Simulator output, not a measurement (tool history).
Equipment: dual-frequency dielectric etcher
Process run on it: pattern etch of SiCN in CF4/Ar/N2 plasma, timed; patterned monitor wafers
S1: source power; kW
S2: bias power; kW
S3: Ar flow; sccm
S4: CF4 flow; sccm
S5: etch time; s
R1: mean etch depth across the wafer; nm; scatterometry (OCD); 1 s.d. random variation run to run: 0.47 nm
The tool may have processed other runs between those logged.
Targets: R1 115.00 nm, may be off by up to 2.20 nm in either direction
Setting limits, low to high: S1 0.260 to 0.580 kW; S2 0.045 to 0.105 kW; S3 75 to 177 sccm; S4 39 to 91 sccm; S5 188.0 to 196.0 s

Run 1, hour 0.0: S1 0.420 kW, S2 0.075 kW, S3 126 sccm, S4 65 sccm, S5 188.0 s. Result: R1 155.20 nm.
Run 2, hour 2.0: S1 0.420 kW, S2 0.075 kW, S3 126 sccm, S4 72 sccm, S5 188.0 s. Result: R1 157.78 nm.
Run 3, hour 10.6: S1 0.420 kW, S2 0.081 kW, S3 126 sccm, S4 72 sccm, S5 188.0 s. Result: R1 163.19 nm.
Run 4, hour 19.5: S1 0.390 kW, S2 0.081 kW, S3 126 sccm, S4 72 sccm, S5 188.0 s. Result: R1 150.64 nm.
Run 5, hour 27.5: S1 0.390 kW, S2 0.081 kW, S3 118 sccm, S4 72 sccm, S5 188.0 s. Result: R1 153.03 nm.
Run 6, hour 29.5: S1 0.360 kW, S2 0.081 kW, S3 118 sccm, S4 72 sccm, S5 188.0 s. Result: R1 140.75 nm.
Run 7, hour 36.2: S1 0.280 kW, S2 0.080 kW, S3 118 sccm, S4 72 sccm, S5 188.0 s. Result: R1 107.46 nm.
Run 8, hour 43.1: S1 0.290 kW, S2 0.080 kW, S3 118 sccm, S4 72 sccm, S5 188.0 s. Result: R1 111.72 nm.

5 candidate next runs follow, results not yet known. Just one meets every target within its allowed miss. Identify it.
Run A, hour 50.0: S1 0.290 kW, S2 0.074 kW, S3 112 sccm, S4 71 sccm, S5 188.0 s. Result: R1 ?.
Run B, hour 50.0: S1 0.320 kW, S2 0.072 kW, S3 170 sccm, S4 78 sccm, S5 191.5 s. Result: R1 ?.
Run C, hour 50.0: S1 0.300 kW, S2 0.078 kW, S3 119 sccm, S4 80 sccm, S5 194.0 s. Result: R1 ?.
Run D, hour 50.0: S1 0.290 kW, S2 0.075 kW, S3 124 sccm, S4 66 sccm, S5 196.0 s. Result: R1 ?.
Run E, hour 50.0: S1 0.280 kW, S2 0.082 kW, S3 144 sccm, S4 64 sccm, S5 196.0 s. Result: R1 ?.

move      R1
   A  109.45
   B  116.11
   C  120.85
   D  110.61
   E  105.99
A: moves away from the targets compared with the last run
B: in spec on every target
C: takes the biggest miss from the last run beyond its target
D: moves away from the targets compared with the last run
E: moves away from the targets compared with the last run
B meets every target.
